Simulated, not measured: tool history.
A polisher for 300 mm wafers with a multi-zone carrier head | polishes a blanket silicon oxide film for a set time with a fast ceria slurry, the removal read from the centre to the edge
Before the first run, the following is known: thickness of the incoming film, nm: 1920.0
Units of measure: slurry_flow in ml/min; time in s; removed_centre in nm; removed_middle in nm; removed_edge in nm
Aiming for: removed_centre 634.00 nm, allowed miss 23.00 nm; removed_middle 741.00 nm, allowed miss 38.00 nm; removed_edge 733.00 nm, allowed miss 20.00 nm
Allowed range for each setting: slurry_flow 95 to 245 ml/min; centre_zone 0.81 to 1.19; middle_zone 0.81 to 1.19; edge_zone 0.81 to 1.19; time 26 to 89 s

run	hour	slurry_flow	centre_zone	middle_zone	edge_zone	time	removed_centre	removed_middle	removed_edge
1	0.0	155	1.00	1.00	1.00	57	730.63	760.09	762.65
2	8.2	155	1.00	1.00	0.91	57	742.59	779.16	720.10
3	10.3	155	0.92	1.00	0.91	57	673.11	773.90	716.37
4	15.3	175	0.92	1.00	0.91	57	703.12	763.98	743.57
5	22.3	175	0.92	0.97	0.91	57	697.62	753.66	744.52
6	29.8	155	0.92	0.97	0.91	57	684.07	726.99	719.93
7	34.8	155	0.91	0.98	0.92	57	681.83	744.35	727.25
8	39.1	155	0.90	0.98	0.92	57	661.29	732.56	720.97
9	47.9	155	0.89	0.98	0.93	57	663.74	750.48	731.95
10	52.4	155	0.89	0.98	0.93	57	645.53	748.34	725.24
# hour 59.8: worn pad replaced by a new one
11	59.8	155	0.88	0.97	0.94	57	698.42	808.00	787.00
12	66.2	155	0.87	0.96	0.93	56	679.31	754.71	768.63
13	71.4	150	0.87	0.96	0.93	56	665.78	778.45	774.73
14	72.3	150	0.87	0.96	0.93	55	646.76	743.79	745.68

4 next moves are on the table. One of them brings every result within its allowed miss. Which?
A	73.2	120	0.89	0.88	0.92	59	?	?	?
B	73.2	130	0.87	0.98	0.91	55	?	?	?
C	73.2	150	0.89	0.89	0.99	53	?	?	?
D	73.2	170	0.93	0.92	0.92	51	?	?	?

move	removed_centre	removed_middle	removed_edge
A	680.20	705.54	776.21
B	635.06	734.77	729.54
C	649.38	674.93	749.56
D	671.58	684.08	708.89
A: its largest miss is bigger than the last run's
B: all results land within tolerance of their targets
C: brings the last run's worst result on target, with another outside its allowed miss
D: the result that was furthest off in the last run now lies on the other side of its target
Move B is the one to make.
